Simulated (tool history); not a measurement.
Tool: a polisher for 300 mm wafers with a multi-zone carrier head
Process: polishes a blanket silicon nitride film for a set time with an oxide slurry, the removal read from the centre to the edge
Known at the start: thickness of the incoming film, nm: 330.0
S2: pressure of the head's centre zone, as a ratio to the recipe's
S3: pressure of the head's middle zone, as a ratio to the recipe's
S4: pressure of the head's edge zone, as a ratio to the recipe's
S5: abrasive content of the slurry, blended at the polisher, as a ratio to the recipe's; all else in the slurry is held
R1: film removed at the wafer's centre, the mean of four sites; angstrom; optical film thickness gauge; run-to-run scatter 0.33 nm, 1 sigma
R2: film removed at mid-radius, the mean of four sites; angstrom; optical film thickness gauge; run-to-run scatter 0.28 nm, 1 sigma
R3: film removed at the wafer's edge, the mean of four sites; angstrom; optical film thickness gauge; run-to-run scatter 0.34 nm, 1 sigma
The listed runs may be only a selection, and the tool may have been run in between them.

run 1 hour=0 | flow_of_slurry_(ml/min)=195 S2=1 S3=1 S4=1 S5=1 polishing_time_(s)=30 | R1=178.98 R2=175.87 R3=191.87
run 2 hour=1.4 | flow_of_slurry_(ml/min)=200 S2=1.01 S3=1.01 S4=1.01 S5=1.05 polishing_time_(s)=30 | R1=189.54 R2=186.22 R3=196.64
run 3 hour=6.6 | flow_of_slurry_(ml/min)=200 S2=1.01 S3=1.02 S4=1.02 S5=1.05 polishing_time_(s)=30 | R1=186.66 R2=187.13 R3=197.28
run 4 hour=13.6 | flow_of_slurry_(ml/min)=160 S2=1.01 S3=1.02 S4=1.02 S5=1.05 polishing_time_(s)=30 | R1=180.15 R2=183.59 R3=192.11
run 5 hour=17.2 | flow_of_slurry_(ml/min)=160 S2=0.94 S3=1.02 S4=1.02 S5=1.05 polishing_time_(s)=30 | R1=169.72 R2=178.86 R3=193.47
run 6 hour=21 | flow_of_slurry_(ml/min)=160 S2=0.94 S3=1.02 S4=1.02 S5=1.05 polishing_time_(s)=23 | R1=131.28 R2=137.44 R3=145.33
run 7 hour=29.2 | flow_of_slurry_(ml/min)=165 S2=0.96 S3=1.02 S4=1.03 S5=1.1 polishing_time_(s)=24 | R1=139.01 R2=150.51 R3=156.21
run 8 hour=30.5 | flow_of_slurry_(ml/min)=170 S2=0.98 S3=1.01 S4=1.03 S5=1.15 polishing_time_(s)=25 | R1=158.21 R2=160.28 R3=172.72
run 9 hour=36 | flow_of_slurry_(ml/min)=175 S2=1 S3=1.02 S4=1.04 S5=1.2 polishing_time_(s)=25 | R1=159.32 R2=166.57 R3=179.15
run 10 hour=40.7 | flow_of_slurry_(ml/min)=180 S2=1.02 S3=1.03 S4=1.03 S5=1.25 polishing_time_(s)=25 | R1=169.23 R2=169.95 R3=176.79
run 11 hour=45.6 | flow_of_slurry_(ml/min)=185 S2=1.04 S3=1.04 S4=1.04 S5=1.3 polishing_time_(s)=25 | R1=175.6 R2=174.75 R3=178.63
run 12 hour=49 | flow_of_slurry_(ml/min)=185 S2=1.05 S3=1.04 S4=1.05 S5=1.35 polishing_time_(s)=25 | R1=177.45 R2=180.05 R3=187.25
run 13 hour=56.9 | flow_of_slurry_(ml/min)=190 S2=1.06 S3=1.05 S4=1.05 S5=1.35 polishing_time_(s)=25 | R1=187.04 R2=182.27 R3=189.92
run 14 hour=62.8 | flow_of_slurry_(ml/min)=195 S2=1.06 S3=1.06 S4=1.06 S5=1.35 polishing_time_(s)=25 | R1=184.72 R2=183.58 R3=191.15
run 15 hour=66.6 | flow_of_slurry_(ml/min)=200 S2=1.07 S3=1.07 S4=1.07 S5=1.35 polishing_time_(s)=25 | R1=183.83 R2=183.8 R3=190.44
run 16 hour=67.3 | flow_of_slurry_(ml/min)=200 S2=1.08 S3=1.08 S4=1.07 S5=1.35 polishing_time_(s)=25 | R1=189.51 R2=188.27 R3=193.35

Run 17 has not been measured yet. What should we expect?
run 17 hour=76.1 | flow_of_slurry_(ml/min)=205 S2=1.09 S3=1.09 S4=1.08 S5=1.35 polishing_time_(s)=25 | R1=? R2=? R3=?

For run 17 the tool returned R1 187.76 angstrom, R2 190.3 angstrom, R3 187.33 angstrom.
